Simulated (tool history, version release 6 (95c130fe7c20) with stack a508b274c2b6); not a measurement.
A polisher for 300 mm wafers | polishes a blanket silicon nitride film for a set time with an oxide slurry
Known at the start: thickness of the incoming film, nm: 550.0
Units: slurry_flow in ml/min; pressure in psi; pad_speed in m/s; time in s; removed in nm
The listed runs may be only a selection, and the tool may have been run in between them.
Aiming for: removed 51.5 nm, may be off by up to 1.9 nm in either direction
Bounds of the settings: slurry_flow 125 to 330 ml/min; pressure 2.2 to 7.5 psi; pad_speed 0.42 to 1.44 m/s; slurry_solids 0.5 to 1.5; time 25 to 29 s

run	hour	slurry_flow	pressure	pad_speed	slurry_solids	time	removed
1	0	210	4.8	0.92	1	29	26.956
2	3.8	210	4.8	1.04	1	29	29.487
3	8.5	210	4.1	1.04	1	29	26.222
4	13.8	210	5.1	1.06	1	29	31.932
5	15.6	210	5.8	1.06	1	29	35.785
# hour 22.3: slurry nozzle cleaned
6	22.3	210	6.3	1.08	1	29	39.425
7	28.3	210	6.7	1.1	1	29	42.204
8	30.9	210	6.9	1.12	1	29	44.16
9	32.5	210	7.1	1.14	1	29	45.313
10	34.8	210	7.2	1.16	1	29	47.352
11	38	210	7.2	1.16	1	29	46.887
12	42.3	210	7.3	1.18	1	29	48.52
13	50.8	210	7.4	1.2	1	29	49.649
14	56	210	7.4	1.2	1	29	49.772

Which one of the following 5 next-run settings gets every result inside its allowed miss? There is exactly one.
A	61.2	255	7.4	1.2	0.95	27	?
B	61.2	220	7.3	1.22	1.05	27	?
C	61.2	220	7.5	1.3	1.1	27	?
D	61.2	175	7.5	1.14	0.95	29	?
E	61.2	190	7.5	1.2	0.9	28	?

move	removed
A	44.248
B	46.151
C	50.843
D	44.736
E	43.982
A: further off than the last run
B: further off than the last run
C: in spec on every target
D: further off than the last run
E: further off than the last run
The move that meets every target is C.
